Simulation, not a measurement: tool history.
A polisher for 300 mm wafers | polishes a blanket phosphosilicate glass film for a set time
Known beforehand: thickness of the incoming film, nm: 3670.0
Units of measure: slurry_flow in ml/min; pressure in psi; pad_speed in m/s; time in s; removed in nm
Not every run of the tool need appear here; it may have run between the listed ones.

Run 1, hour 0: slurry_flow 140 ml/min, pressure 3.4 psi, pad_speed 1.24 m/s, slurry_solids 1, time 52 s. Result: removed 493.54 nm.
Run 2, hour 8: slurry_flow 140 ml/min, pressure 3.4 psi, pad_speed 1.08 m/s, slurry_solids 1, time 52 s. Result: removed 450.18 nm.
Run 3, hour 10.3: slurry_flow 140 ml/min, pressure 3.4 psi, pad_speed 0.84 m/s, slurry_solids 1, time 52 s. Result: removed 368.8 nm.
Run 4, hour 14.4: slurry_flow 140 ml/min, pressure 3.4 psi, pad_speed 0.84 m/s, slurry_solids 1, time 47 s. Result: removed 336.08 nm.
At hour 15.7: slurry blender recalibrated.
Run 5, hour 15.7: slurry_flow 140 ml/min, pressure 4 psi, pad_speed 0.84 m/s, slurry_solids 1, time 47 s. Result: removed 437.11 nm.
Run 6, hour 18.5: slurry_flow 135 ml/min, pressure 3.9 psi, pad_speed 0.84 m/s, slurry_solids 1, time 47 s. Result: removed 427.86 nm.
Run 7, hour 22.3: slurry_flow 135 ml/min, pressure 3.8 psi, pad_speed 0.84 m/s, slurry_solids 1, time 47 s. Result: removed 417.15 nm.
Run 8, hour 30.2: slurry_flow 145 ml/min, pressure 3.8 psi, pad_speed 0.84 m/s, slurry_solids 1, time 47 s. Result: removed 420.52 nm.
Run 9, hour 33.2: slurry_flow 135 ml/min, pressure 3.8 psi, pad_speed 0.84 m/s, slurry_solids 1, time 47 s. Result: removed 416.73 nm.
Run 10, hour 41.4: slurry_flow 135 ml/min, pressure 3.7 psi, pad_speed 0.84 m/s, slurry_solids 1, time 47 s. Result: removed 414.01 nm.
Run 11, hour 50.3: slurry_flow 140 ml/min, pressure 3.7 psi, pad_speed 0.84 m/s, slurry_solids 1, time 47 s. Result: removed 412.46 nm.
Run 12, hour 57.3: slurry_flow 135 ml/min, pressure 3.7 psi, pad_speed 0.84 m/s, slurry_solids 1, time 47 s. Result: removed 410.65 nm.
Run 13, hour 62.7: slurry_flow 145 ml/min, pressure 3.7 psi, pad_speed 0.84 m/s, slurry_solids 1, time 47 s. Result: removed 413.81 nm.
Run 14, hour 71.5: slurry_flow 135 ml/min, pressure 3.7 psi, pad_speed 0.84 m/s, slurry_solids 1, time 47 s. Result: removed 404.93 nm.
Run 15, hour 77.4: slurry_flow 135 ml/min, pressure 3.6 psi, pad_speed 0.84 m/s, slurry_solids 1, time 47 s. Result: removed 404.88 nm.
Run 16, hour 82: slurry_flow 140 ml/min, pressure 3.6 psi, pad_speed 0.84 m/s, slurry_solids 1, time 47 s. Result: removed 404.58 nm.

What does the tool deliver on the next run?
Run 17, hour 83.9: slurry_flow 135 ml/min, pressure 3.6 psi, pad_speed 0.84 m/s, slurry_solids 1, time 47 s. Result: removed ?.

{"run 17": {"removed": 404.18}}
